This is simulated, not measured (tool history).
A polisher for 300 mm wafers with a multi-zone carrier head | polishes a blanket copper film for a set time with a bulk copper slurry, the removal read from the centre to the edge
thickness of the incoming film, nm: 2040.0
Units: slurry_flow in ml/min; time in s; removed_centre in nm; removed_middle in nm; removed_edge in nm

run,hour,slurry_flow,centre_zone,middle_zone,edge_zone,slurry_solids,time,removed_centre,removed_middle,removed_edge
1,0,150,1,1,1,1,84,754.48,758.09,752.5
2,4.3,155,1.01,1,1.02,1.05,85,790.18,783.64,791.51
3,10.9,160,1.02,1.01,1.03,1.1,85,802.61,796.61,792.31
4,16.5,160,1.02,1.01,1.03,1.25,85,852.2,846.66,825.95
5,20.1,165,1.02,1.01,1.04,1.3,86,879.3,845.82,856.3
6,25.3,165,0.97,1.01,1.04,1.3,86,825.63,855.4,858.22
7,28,170,0.98,1.01,1.05,1.3,87,853.25,874.88,871.82
8,34,170,0.99,1.01,1.06,1.3,88,869.18,876.63,869.64

Run 9 comes next. What will it give?
9,41.4,170,0.99,1.01,1.06,1.3,89,?,?,?

Run 9 gave removed_centre 881.32 nm, removed_middle 879.87 nm, removed_edge 913.23 nm.

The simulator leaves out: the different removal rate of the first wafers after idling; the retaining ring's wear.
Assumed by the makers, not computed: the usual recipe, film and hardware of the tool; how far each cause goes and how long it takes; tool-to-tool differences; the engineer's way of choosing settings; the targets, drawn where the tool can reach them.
